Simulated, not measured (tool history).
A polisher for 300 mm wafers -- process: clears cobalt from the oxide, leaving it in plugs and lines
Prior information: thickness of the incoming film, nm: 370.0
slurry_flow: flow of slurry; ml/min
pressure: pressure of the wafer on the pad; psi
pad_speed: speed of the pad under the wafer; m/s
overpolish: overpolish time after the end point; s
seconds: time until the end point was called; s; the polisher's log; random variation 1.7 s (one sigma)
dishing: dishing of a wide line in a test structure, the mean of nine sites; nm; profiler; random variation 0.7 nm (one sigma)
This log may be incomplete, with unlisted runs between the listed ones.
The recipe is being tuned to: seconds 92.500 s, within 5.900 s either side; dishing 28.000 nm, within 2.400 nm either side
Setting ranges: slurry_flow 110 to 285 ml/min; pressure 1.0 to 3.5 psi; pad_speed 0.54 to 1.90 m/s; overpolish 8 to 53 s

| run | hour | slurry_flow | pressure | pad_speed | overpolish | seconds | dishing |
|---|---|---|---|---|---|---|---|
| 1 | 0.0 | 180 | 2.2 | 1.22 | 27 | 63.686 | 34.362 |
| 2 | 5.6 | 180 | 2.1 | 1.22 | 24 | 66.829 | 33.733 |
| 3 | 9.6 | 180 | 2.0 | 1.22 | 21 | 70.359 | 32.530 |
| 4 | 10.3 | 160 | 2.0 | 1.22 | 21 | 71.535 | 32.450 |
| 5 | 16.9 | 150 | 1.9 | 1.22 | 19 | 74.898 | 32.198 |
| 6 | 20.1 | 150 | 2.3 | 1.22 | 19 | 61.319 | 32.871 |
| 7 | 28.6 | 145 | 2.2 | 1.22 | 17 | 65.163 | 31.917 |
| 8 | 31.8 | 140 | 2.1 | 1.22 | 16 | 67.648 | 30.408 |
| 9 | 35.8 | 140 | 2.0 | 1.22 | 15 | 72.622 | 30.704 |
| 10 | 44.7 | 135 | 1.8 | 1.04 | 8 | 94.152 | 20.253 |
| 11 | 46.8 | 135 | 1.8 | 1.06 | 10 | 89.773 | 22.703 |
| 12 | 52.4 | 135 | 1.8 | 1.08 | 11 | 88.464 | 24.184 |

Which of these 5 next moves meets every target?
| A | 58.0 | 125 | 2.1 | 1.02 | 8 | ? | ? |
| B | 58.0 | 135 | 1.7 | 1.06 | 8 | ? | ? |
| C | 58.0 | 140 | 2.1 | 0.92 | 8 | ? | ? |
| D | 58.0 | 150 | 1.6 | 1.18 | 15 | ? | ? |
| E | 58.0 | 115 | 2.0 | 1.08 | 13 | ? | ? |

| move | seconds | dishing |
|---|---|---|
| A | 83.465 | 22.126 |
| B | 97.666 | 20.097 |
| C | 90.879 | 21.025 |
| D | 92.124 | 28.819 |
| E | 83.702 | 28.242 |
A: the biggest miss grows against the last run
B: the biggest miss grows against the last run
C: the biggest miss grows against the last run
D: in spec on every target
E: corrects the largest miss of the last run, while another result sits out of spec
Correct choice: D, which meets every target
